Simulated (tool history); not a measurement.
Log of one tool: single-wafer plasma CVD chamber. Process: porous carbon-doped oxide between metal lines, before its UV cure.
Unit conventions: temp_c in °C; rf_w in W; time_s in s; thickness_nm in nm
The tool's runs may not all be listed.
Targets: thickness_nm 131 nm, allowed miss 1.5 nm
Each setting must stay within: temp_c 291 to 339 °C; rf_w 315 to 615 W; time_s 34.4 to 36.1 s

run 1 hour=0 | temp_c=315 rf_w=465 time_s=36.1 | thickness_nm=164.21
run 2 hour=3.8 | temp_c=304 rf_w=465 time_s=36.1 | thickness_nm=176.54
run 3 hour=8.1 | temp_c=294 rf_w=465 time_s=36.1 | thickness_nm=187.51
run 4 hour=10.4 | temp_c=291 rf_w=465 time_s=36.1 | thickness_nm=191.83
run 5 hour=11.7 | temp_c=302 rf_w=450 time_s=36.1 | thickness_nm=175.12
run 6 hour=12.6 | temp_c=302 rf_w=450 time_s=34.4 | thickness_nm=167.03
run 7 hour=14.9 | temp_c=302 rf_w=450 time_s=34.4 | thickness_nm=166.08
run 8 hour=23.8 | temp_c=310 rf_w=445 time_s=34.4 | thickness_nm=156.89
run 9 hour=25.8 | temp_c=316 rf_w=445 time_s=34.4 | thickness_nm=151.49
run 10 hour=31.8 | temp_c=321 rf_w=445 time_s=34.4 | thickness_nm=147.23
run 11 hour=39 | temp_c=325 rf_w=445 time_s=34.4 | thickness_nm=143.86
run 12 hour=44 | temp_c=328 rf_w=445 time_s=34.4 | thickness_nm=141.88
run 13 hour=52.6 | temp_c=331 rf_w=440 time_s=34.4 | thickness_nm=138.33
run 14 hour=60.4 | temp_c=333 rf_w=440 time_s=34.4 | thickness_nm=137.03
run 15 hour=65.7 | temp_c=334 rf_w=440 time_s=34.4 | thickness_nm=136.25
run 16 hour=69.5 | temp_c=335 rf_w=440 time_s=34.4 | thickness_nm=135.63

Exactly one of the 5 candidate moves below puts every result within its allowed miss. Which one?
run A hour=73.3 | temp_c=329 rf_w=465 time_s=34.4 | thickness_nm=?
run B hour=73.3 | temp_c=334 rf_w=405 time_s=34.4 | thickness_nm=?
run C hour=73.3 | temp_c=339 rf_w=420 time_s=35 | thickness_nm=?
run D hour=73.3 | temp_c=339 rf_w=450 time_s=35.1 | thickness_nm=?
run E hour=73.3 | temp_c=335 rf_w=415 time_s=35.9 | thickness_nm=?

move=A thickness_nm=145.62
move=B thickness_nm=128.82
move=C thickness_nm=131.1
move=D thickness_nm=138.15
move=E thickness_nm=135.95
A: moves away from the targets compared with the last run
B: takes the biggest miss from the last run beyond its target
C: all results in spec
D: moves away from the targets compared with the last run
E: moves away from the targets compared with the last run
So the answer is move C, the one that meets all the targets.

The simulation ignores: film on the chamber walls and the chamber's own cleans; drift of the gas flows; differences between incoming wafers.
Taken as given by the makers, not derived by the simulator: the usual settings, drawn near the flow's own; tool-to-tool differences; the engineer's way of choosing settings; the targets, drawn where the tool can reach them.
